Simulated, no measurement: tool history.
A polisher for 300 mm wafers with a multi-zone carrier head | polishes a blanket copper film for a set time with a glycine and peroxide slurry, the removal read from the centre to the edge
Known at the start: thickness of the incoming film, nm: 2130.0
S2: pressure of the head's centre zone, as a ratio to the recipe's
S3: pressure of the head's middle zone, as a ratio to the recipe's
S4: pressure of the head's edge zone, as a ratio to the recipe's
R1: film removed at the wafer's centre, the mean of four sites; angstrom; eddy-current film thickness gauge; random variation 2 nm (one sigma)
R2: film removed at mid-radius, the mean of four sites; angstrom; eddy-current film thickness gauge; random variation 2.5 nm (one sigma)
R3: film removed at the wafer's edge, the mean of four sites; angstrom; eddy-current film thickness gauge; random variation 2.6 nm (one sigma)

Run 1, day 0: flow of slurry (ml/min) 145, S2 1, S3 1, S4 1, polishing time (s) 57. Result: R1 2246.5 angstrom, R2 2237.3 angstrom, R3 2264 angstrom.
Run 2, day 0.238: flow of slurry (ml/min) 145, S2 1, S3 1, S4 1, polishing time (s) 65. Result: R1 2601.2 angstrom, R2 2537.5 angstrom, R3 2572.2 angstrom.
Run 3, day 0.292: flow of slurry (ml/min) 145, S2 1, S3 1, S4 1, polishing time (s) 52. Result: R1 2054.4 angstrom, R2 2033.5 angstrom, R3 2072.4 angstrom.
Run 4, day 0.517: flow of slurry (ml/min) 150, S2 0.97, S3 1.01, S4 1.03, polishing time (s) 55. Result: R1 2104.2 angstrom, R2 2185.7 angstrom, R3 2186.7 angstrom.
Run 5, day 0.596: flow of slurry (ml/min) 150, S2 0.97, S3 1.09, S4 1.03, polishing time (s) 55. Result: R1 2139.5 angstrom, R2 2310.6 angstrom, R3 2238.4 angstrom.
Run 6, day 0.754: flow of slurry (ml/min) 150, S2 0.97, S3 1.09, S4 1.12, polishing time (s) 55. Result: R1 2108 angstrom, R2 2301.4 angstrom, R3 2321.8 angstrom.
Run 7, day 0.825: flow of slurry (ml/min) 150, S2 0.95, S3 1.08, S4 1.13, polishing time (s) 58. Result: R1 2229.9 angstrom, R2 2430.1 angstrom, R3 2460.9 angstrom.
Run 8, day 1.079: flow of slurry (ml/min) 145, S2 0.93, S3 1.08, S4 1.14, polishing time (s) 60. Result: R1 2256.7 angstrom, R2 2503.6 angstrom, R3 2528.8 angstrom.

The next listed run, before its measurement:
Run 9, day 1.171: flow of slurry (ml/min) 145, S2 0.91, S3 1.07, S4 1.15, polishing time (s) 61. Result: R1 ?, R2 ?, R3 ?.

Run 9 gave R1 2219.9 angstrom, R2 2492.2 angstrom, R3 2579 angstrom.

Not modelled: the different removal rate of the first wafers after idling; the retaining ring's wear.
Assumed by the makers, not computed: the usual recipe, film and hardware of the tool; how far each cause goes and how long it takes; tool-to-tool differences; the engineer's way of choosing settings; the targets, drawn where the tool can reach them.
